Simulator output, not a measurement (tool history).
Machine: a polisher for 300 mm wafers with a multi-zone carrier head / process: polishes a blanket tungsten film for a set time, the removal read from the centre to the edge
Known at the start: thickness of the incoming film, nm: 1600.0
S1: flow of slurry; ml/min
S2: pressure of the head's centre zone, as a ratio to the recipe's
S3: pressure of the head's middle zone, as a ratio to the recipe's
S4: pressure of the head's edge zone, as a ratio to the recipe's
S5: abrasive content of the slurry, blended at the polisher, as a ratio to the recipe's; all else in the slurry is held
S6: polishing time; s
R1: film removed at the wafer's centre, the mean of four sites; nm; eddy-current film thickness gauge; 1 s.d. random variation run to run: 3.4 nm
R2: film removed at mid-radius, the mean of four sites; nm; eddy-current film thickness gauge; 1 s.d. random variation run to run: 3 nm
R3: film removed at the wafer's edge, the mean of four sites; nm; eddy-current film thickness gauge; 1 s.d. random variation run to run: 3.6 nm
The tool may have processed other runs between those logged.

run  hour   S1    S2    S3    S4    S5  S6      R1      R2      R3
  1   0.0  290  1.00  1.00  1.00  1.00  82  334.04  322.64  327.82
  2   6.5  290  1.03  1.00  1.00  1.00  82  335.60  340.64  333.22
  3  12.4  285  1.00  1.00  1.00  0.90  80  310.30  320.92  310.14
  4  17.2  285  0.98  0.96  0.99  0.85  79  301.15  300.12  299.43
  5  18.4  285  0.98  0.96  0.93  0.85  79  307.24  302.75  286.89
  6  23.4  285  0.92  0.96  0.93  0.85  79  282.66  296.36  295.03
  7  28.2  285  0.91  0.93  0.93  0.80  78  280.32  289.54  287.11
  8  31.3  280  0.91  0.91  0.94  0.80  76  266.47  272.48  273.41
  9  38.5  275  0.91  0.89  0.95  0.80  75  261.20  270.64  277.91

For run 10, what comes out?
 10  47.0  275  0.91  0.89  0.95  0.80  75   ?   ?   ?

{"run 10": {"R1": 255.47, "R2": 265.95, "R3": 279.43}}
